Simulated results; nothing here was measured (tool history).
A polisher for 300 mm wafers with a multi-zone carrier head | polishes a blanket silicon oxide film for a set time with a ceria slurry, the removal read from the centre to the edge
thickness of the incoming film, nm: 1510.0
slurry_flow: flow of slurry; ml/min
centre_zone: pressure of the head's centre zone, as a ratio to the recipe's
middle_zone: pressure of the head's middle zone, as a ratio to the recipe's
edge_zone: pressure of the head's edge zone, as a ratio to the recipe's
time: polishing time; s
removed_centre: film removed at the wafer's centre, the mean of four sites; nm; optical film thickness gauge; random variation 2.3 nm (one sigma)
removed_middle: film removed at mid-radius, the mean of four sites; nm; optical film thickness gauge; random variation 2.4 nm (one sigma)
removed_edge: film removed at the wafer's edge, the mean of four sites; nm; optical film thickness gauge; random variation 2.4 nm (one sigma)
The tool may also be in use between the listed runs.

{"run": 1, "day": 0.0, "slurry_flow": 130, "centre_zone": 1, "middle_zone": 1, "edge_zone": 1, "time": 51, "removed_centre": 263.96, "removed_middle": 271.69, "removed_edge": 274.87}
{"run": 2, "day": 0.354, "slurry_flow": 130, "centre_zone": 1, "middle_zone": 0.97, "edge_zone": 1, "time": 51, "removed_centre": 271.72, "removed_middle": 259.18, "removed_edge": 268.47}
{"run": 3, "day": 0.467, "slurry_flow": 120, "centre_zone": 0.97, "middle_zone": 0.96, "edge_zone": 1.01, "time": 49, "removed_centre": 246.96, "removed_middle": 244.05, "removed_edge": 261.98}
{"run": 4, "day": 0.742, "slurry_flow": 115, "centre_zone": 0.95, "middle_zone": 0.95, "edge_zone": 1, "time": 47, "removed_centre": 234.42, "removed_middle": 225.66, "removed_edge": 243.84}
{"run": 5, "day": 0.983, "slurry_flow": 115, "centre_zone": 0.89, "middle_zone": 0.95, "edge_zone": 1, "time": 47, "removed_centre": 219.92, "removed_middle": 228.88, "removed_edge": 241.98}
{"run": 6, "day": 1.354, "slurry_flow": 115, "centre_zone": 0.89, "middle_zone": 0.95, "edge_zone": 1, "time": 56, "removed_centre": 271.73, "removed_middle": 267.57, "removed_edge": 287.39}
{"run": 7, "day": 1.658, "slurry_flow": 110, "centre_zone": 0.88, "middle_zone": 0.95, "edge_zone": 1.01, "time": 53, "removed_centre": 244.26, "removed_middle": 254.9, "removed_edge": 276.22}
{"run": 8, "day": 2.008, "slurry_flow": 105, "centre_zone": 0.87, "middle_zone": 0.94, "edge_zone": 1.01, "time": 51, "removed_centre": 225.03, "removed_middle": 240.24, "removed_edge": 262.92}
{"run": 9, "day": 2.375, "slurry_flow": 100, "centre_zone": 0.86, "middle_zone": 0.93, "edge_zone": 1, "time": 49, "removed_centre": 211.72, "removed_middle": 221.49, "removed_edge": 252.4}

Run 10 comes next. What will it give?
{"run": 10, "day": 2.65, "slurry_flow": 90, "centre_zone": 0.82, "middle_zone": 0.95, "edge_zone": 0.92, "time": 41, "removed_centre": "?", "removed_middle": "?", "removed_edge": "?"}

{"run 10": {"removed_centre": 168.74, "removed_middle": 183.52, "removed_edge": 192.92}}
